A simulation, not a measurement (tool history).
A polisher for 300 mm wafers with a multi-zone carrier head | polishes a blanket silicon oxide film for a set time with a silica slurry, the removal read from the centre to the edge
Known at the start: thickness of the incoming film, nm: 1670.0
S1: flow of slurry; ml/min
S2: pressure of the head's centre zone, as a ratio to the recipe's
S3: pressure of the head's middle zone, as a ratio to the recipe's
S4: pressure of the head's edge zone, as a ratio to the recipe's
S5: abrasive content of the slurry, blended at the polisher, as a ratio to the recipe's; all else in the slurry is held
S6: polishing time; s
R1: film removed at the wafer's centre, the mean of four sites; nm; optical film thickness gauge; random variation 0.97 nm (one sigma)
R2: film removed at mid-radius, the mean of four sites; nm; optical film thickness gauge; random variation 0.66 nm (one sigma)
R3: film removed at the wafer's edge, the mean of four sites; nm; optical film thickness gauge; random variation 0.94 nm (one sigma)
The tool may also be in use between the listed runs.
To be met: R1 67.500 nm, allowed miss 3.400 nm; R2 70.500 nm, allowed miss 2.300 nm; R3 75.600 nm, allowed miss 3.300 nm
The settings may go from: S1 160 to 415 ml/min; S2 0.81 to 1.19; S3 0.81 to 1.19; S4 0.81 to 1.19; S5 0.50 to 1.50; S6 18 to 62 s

run	hour	S1	S2	S3	S4	S5	S6	R1	R2	R3
1	0.0	265	1.00	1.00	1.00	1.00	40	120.130	125.330	122.830
2	3.9	265	1.00	1.00	1.00	0.90	40	111.750	120.570	119.000
3	4.5	315	1.00	1.00	1.00	0.90	40	115.840	120.540	120.190
4	12.6	315	0.94	1.00	1.00	0.90	40	107.960	119.780	120.890
5	18.1	315	0.94	0.97	0.98	0.80	38	97.381	106.760	106.770
6	25.3	320	0.93	0.94	0.98	0.75	36	92.146	95.036	99.836
7	33.8	315	0.91	0.92	0.96	0.70	35	80.990	89.161	93.734
8	36.8	315	0.92	0.90	0.95	0.65	34	78.031	80.944	86.304

4 next moves are on the table. One of them brings every result within its allowed miss. Which?
A	39.8	285	0.86	0.90	0.95	0.60	28	?	?	?
B	39.8	220	0.90	0.94	0.96	0.50	31	?	?	?
C	39.8	315	0.90	0.88	0.95	0.65	30	?	?	?
D	39.8	310	0.99	0.98	0.87	0.50	31	?	?	?

move	R1	R2	R3
A	57.605	63.686	66.609
B	59.388	65.199	66.549
C	67.719	70.120	74.583
D	68.188	70.098	65.407
A: takes the result that was furthest off past its target
B: takes the result that was furthest off past its target
C: meets every target
D: brings the result that was furthest off to its target, and leaves another outside
The right move is C.
